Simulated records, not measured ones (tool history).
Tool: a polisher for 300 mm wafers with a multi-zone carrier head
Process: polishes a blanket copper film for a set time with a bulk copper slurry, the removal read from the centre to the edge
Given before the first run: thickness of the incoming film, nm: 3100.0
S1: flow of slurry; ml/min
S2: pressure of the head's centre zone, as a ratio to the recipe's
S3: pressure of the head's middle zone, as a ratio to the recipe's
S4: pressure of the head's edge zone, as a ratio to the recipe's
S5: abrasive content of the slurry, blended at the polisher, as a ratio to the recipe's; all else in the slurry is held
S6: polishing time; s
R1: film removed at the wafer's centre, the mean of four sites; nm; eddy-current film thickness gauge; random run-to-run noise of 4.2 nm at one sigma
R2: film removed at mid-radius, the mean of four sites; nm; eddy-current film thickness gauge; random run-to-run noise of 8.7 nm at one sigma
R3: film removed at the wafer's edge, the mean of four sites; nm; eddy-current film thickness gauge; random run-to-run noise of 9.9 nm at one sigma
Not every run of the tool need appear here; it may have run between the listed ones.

{"run": 1, "hour": 0.0, "S1": 265, "S2": 1.0, "S3": 1.0, "S4": 1.0, "S5": 1.0, "S6": 62, "R1": 1024.8, "R2": 1039.3, "R3": 1009.5}
{"run": 2, "hour": 2.6, "S1": 265, "S2": 1.0, "S3": 1.0, "S4": 1.0, "S5": 1.0, "S6": 47, "R1": 762.87, "R2": 788.63, "R3": 766.6}
{"run": 3, "hour": 5.4, "S1": 200, "S2": 1.0, "S3": 1.0, "S4": 1.0, "S5": 1.0, "S6": 47, "R1": 738.72, "R2": 742.33, "R3": 760.05}
{"run": 4, "hour": 11.6, "S1": 200, "S2": 1.0, "S3": 1.0, "S4": 1.0, "S5": 0.85, "S6": 47, "R1": 712.96, "R2": 739.92, "R3": 735.07}
{"run": 5, "hour": 16.9, "S1": 200, "S2": 1.0, "S3": 1.0, "S4": 1.0, "S5": 0.95, "S6": 47, "R1": 730.41, "R2": 733.23, "R3": 733.17}
{"run": 6, "hour": 19.2, "S1": 200, "S2": 0.96, "S3": 1.0, "S4": 1.0, "S5": 0.9, "S6": 46, "R1": 675.66, "R2": 732.04, "R3": 737.09}
{"run": 7, "hour": 24.1, "S1": 200, "S2": 0.94, "S3": 0.99, "S4": 0.99, "S5": 0.8, "S6": 45, "R1": 634.09, "R2": 707.3, "R3": 679.59}
{"run": 8, "hour": 27.3, "S1": 195, "S2": 0.91, "S3": 0.99, "S4": 1.0, "S5": 0.8, "S6": 45, "R1": 612.63, "R2": 681.06, "R3": 702.26}

Expected results for the next run?
{"run": 9, "hour": 29.1, "S1": 195, "S2": 0.89, "S3": 1.0, "S4": 0.99, "S5": 0.75, "S6": 45, "R1": "?", "R2": "?", "R3": "?"}

Run 9 measured R1 585.33 nm, R2 687.74 nm, R3 687.04 nm.

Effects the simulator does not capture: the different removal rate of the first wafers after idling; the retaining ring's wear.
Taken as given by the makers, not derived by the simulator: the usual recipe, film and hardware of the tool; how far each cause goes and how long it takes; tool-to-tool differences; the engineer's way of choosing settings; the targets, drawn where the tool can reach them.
